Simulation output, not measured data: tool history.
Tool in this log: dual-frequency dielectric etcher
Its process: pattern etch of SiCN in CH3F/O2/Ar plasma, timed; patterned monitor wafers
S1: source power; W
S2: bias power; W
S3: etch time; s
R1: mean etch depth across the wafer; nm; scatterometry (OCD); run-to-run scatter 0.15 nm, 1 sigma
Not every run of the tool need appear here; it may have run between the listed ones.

run	hour	S1	S2	S3	R1
1	0	530	77	51.5	23.563
2	1.9	530	77	47.5	21.535
3	10.2	440	77	47.5	19.745
4	15.7	510	78	47.5	21.224
5	18	570	80	47.5	22.645
6	23.9	610	81	47.5	23.487
7	32	640	82	47.5	23.788

Estimate the outcome of run 8 from the log above:
8	39.3	660	85	48	?

R1: 25.021 nm

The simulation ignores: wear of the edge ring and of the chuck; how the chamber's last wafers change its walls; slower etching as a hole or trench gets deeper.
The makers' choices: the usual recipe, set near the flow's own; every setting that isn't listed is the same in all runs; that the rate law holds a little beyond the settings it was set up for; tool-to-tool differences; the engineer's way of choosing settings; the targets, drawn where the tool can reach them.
